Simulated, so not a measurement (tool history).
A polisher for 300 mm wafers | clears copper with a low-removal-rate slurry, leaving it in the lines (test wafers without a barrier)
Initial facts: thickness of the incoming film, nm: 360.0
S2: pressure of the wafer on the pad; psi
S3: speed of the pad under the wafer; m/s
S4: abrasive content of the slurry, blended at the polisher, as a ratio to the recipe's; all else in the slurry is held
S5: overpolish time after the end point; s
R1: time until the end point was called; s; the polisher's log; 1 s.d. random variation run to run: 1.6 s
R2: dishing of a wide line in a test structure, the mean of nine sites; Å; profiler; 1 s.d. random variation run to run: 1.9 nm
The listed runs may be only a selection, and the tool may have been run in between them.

Run 1, day 0: flow of slurry (ml/min) 185, S2 3.8 psi, S3 0.9 m/s, S4 1, S5 21 s. Result: R1 99.416 s, R2 565.37 Å.
Run 2, day 0.05: flow of slurry (ml/min) 185, S2 3.8 psi, S3 0.9 m/s, S4 1, S5 17 s. Result: R1 100.51 s, R2 468.66 Å.
Run 3, day 0.117: flow of slurry (ml/min) 185, S2 3 psi, S3 0.9 m/s, S4 1, S5 17 s. Result: R1 126.41 s, R2 369.95 Å.
Run 4, day 0.254: flow of slurry (ml/min) 185, S2 3 psi, S3 0.76 m/s, S4 1, S5 17 s. Result: R1 154.06 s, R2 327.86 Å.
Run 5, day 0.467: flow of slurry (ml/min) 185, S2 3 psi, S3 0.88 m/s, S4 1, S5 17 s. Result: R1 133.17 s, R2 370.04 Å.
Run 6, day 0.738: flow of slurry (ml/min) 185, S2 3 psi, S3 0.88 m/s, S4 0.9, S5 17 s. Result: R1 138.52 s, R2 356.34 Å.
Run 7, day 0.871: flow of slurry (ml/min) 185, S2 3.5 psi, S3 0.88 m/s, S4 0.9, S5 20 s. Result: R1 114.08 s, R2 480.01 Å.
Run 8, day 1.067: flow of slurry (ml/min) 185, S2 3.8 psi, S3 0.88 m/s, S4 0.9, S5 23 s. Result: R1 104.68 s, R2 579.47 Å.
Run 9, day 1.367: flow of slurry (ml/min) 185, S2 4 psi, S3 0.88 m/s, S4 0.9, S5 25 s. Result: R1 96.794 s, R2 640.54 Å.

For run 10, what comes out?
Run 10, day 1.688: flow of slurry (ml/min) 185, S2 4.4 psi, S3 0.94 m/s, S4 0.9, S5 35 s. Result: R1 ?, R2 ?.

{"run 10": {"R1": 88.255, "R2": 964.11}}
